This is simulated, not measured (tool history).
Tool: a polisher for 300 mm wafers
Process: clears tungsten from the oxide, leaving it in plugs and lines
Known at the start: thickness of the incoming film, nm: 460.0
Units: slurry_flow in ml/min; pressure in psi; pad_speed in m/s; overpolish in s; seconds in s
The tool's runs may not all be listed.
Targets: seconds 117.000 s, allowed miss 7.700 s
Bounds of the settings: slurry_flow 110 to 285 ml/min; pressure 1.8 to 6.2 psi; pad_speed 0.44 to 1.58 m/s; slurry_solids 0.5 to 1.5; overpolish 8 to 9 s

run,hour,slurry_flow,pressure,pad_speed,slurry_solids,overpolish,seconds
1,0.0,180,4.0,1.00,1.0,9,75.913
2,2.3,225,4.0,1.00,1.0,9,75.043
3,8.8,225,4.0,1.00,1.0,9,75.269
4,12.3,250,4.0,1.00,1.0,9,74.924
5,17.4,250,3.3,1.00,1.0,9,90.710
6,19.9,250,3.3,1.12,1.0,9,83.384
7,25.1,250,3.0,1.10,1.0,9,91.708
8,29.4,250,2.8,1.10,1.0,9,96.749
9,34.8,250,2.8,1.10,1.0,9,93.446
10,36.5,250,2.6,1.08,1.0,9,106.340

Which of these 5 next moves meets every target?
A,38.2,260,2.6,1.14,1.0,9,?
B,38.2,215,2.3,1.14,1.0,9,?
C,38.2,260,2.7,1.08,1.2,8,?
D,38.2,240,2.8,1.10,1.0,9,?
E,38.2,235,2.9,1.14,1.0,8,?

move,seconds
A,100.630
B,115.490
C,96.719
D,96.961
E,91.624
A: further off than the last run
B: meets every target
C: further off than the last run
D: further off than the last run
E: further off than the last run
The right move is B.

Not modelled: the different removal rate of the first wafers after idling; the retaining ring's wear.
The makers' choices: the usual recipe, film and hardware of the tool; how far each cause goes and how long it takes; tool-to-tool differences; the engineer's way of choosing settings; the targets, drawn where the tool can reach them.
